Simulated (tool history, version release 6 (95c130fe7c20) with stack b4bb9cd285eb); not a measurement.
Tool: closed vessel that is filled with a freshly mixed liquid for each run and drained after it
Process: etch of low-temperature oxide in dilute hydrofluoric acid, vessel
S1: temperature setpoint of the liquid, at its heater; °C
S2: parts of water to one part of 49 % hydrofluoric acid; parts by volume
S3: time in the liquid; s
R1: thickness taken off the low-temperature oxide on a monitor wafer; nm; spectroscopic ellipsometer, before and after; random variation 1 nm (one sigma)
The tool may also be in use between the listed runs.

run 1 hour=0 | S1=21 S2=45 S3=160 | R1=69.671
run 2 hour=5 | S1=21 S2=55 S3=160 | R1=56.521
run 3 hour=13.9 | S1=21 S2=50 S3=160 | R1=62.657
run 4 hour=18.9 | S1=22.5 S2=45 S3=160 | R1=74.645
run 5 hour=19.9 | S1=22.5 S2=45 S3=160 | R1=74.069
run 6 hour=27.4 | S1=24 S2=40 S3=160 | R1=89.639
-- hour=30.7 hydrofluoric acid flow meter replaced
run 7 hour=30.7 | S1=25 S2=35 S3=160 | R1=115.17
run 8 hour=37.4 | S1=26 S2=35 S3=160 | R1=120.52
run 9 hour=40.2 | S1=26.5 S2=35 S3=160 | R1=122.56
run 10 hour=44.4 | S1=27 S2=35 S3=160 | R1=125.06

Forecast run 11:
run 11 hour=51.8 | S1=27.5 S2=35 S3=160 | R1=?

Run 11 gave R1 129.49 nm.

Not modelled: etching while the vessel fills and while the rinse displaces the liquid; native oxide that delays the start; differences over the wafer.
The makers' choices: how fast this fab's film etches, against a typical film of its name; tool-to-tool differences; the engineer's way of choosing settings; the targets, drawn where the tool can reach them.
